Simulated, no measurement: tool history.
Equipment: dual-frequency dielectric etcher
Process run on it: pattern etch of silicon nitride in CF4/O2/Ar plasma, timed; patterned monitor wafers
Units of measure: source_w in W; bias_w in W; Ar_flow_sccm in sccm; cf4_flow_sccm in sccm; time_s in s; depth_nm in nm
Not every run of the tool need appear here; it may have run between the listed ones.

run 1 day=0.000 | source_w=510 bias_w=57 Ar_flow_sccm=126 cf4_flow_sccm=80 time_s=16 | depth_nm=31.171
run 2 day=0.062 | source_w=540 bias_w=57 Ar_flow_sccm=126 cf4_flow_sccm=80 time_s=16 | depth_nm=32.839
run 3 day=0.279 | source_w=560 bias_w=57 Ar_flow_sccm=126 cf4_flow_sccm=80 time_s=16 | depth_nm=33.699
run 4 day=0.404 | source_w=560 bias_w=57 Ar_flow_sccm=113 cf4_flow_sccm=80 time_s=16 | depth_nm=34.778
-- day=0.617 source power generator calibrated
run 5 day=0.617 | source_w=560 bias_w=57 Ar_flow_sccm=113 cf4_flow_sccm=72 time_s=16 | depth_nm=32.904
run 6 day=0.912 | source_w=490 bias_w=57 Ar_flow_sccm=113 cf4_flow_sccm=72 time_s=16 | depth_nm=29.900
run 7 day=1.279 | source_w=530 bias_w=58 Ar_flow_sccm=113 cf4_flow_sccm=72 time_s=16 | depth_nm=32.023
run 8 day=1.629 | source_w=560 bias_w=58 Ar_flow_sccm=113 cf4_flow_sccm=72 time_s=16 | depth_nm=33.682
run 9 day=1.929 | source_w=580 bias_w=58 Ar_flow_sccm=113 cf4_flow_sccm=72 time_s=16 | depth_nm=34.657
run 10 day=2.092 | source_w=600 bias_w=58 Ar_flow_sccm=113 cf4_flow_sccm=72 time_s=16 | depth_nm=35.855

Run 11, settings as shown, results not yet in. Your forecast:
run 11 day=2.325 | source_w=610 bias_w=58 Ar_flow_sccm=113 cf4_flow_sccm=72 time_s=16 | depth_nm=?

{"run 11": {"depth_nm": 35.969}}
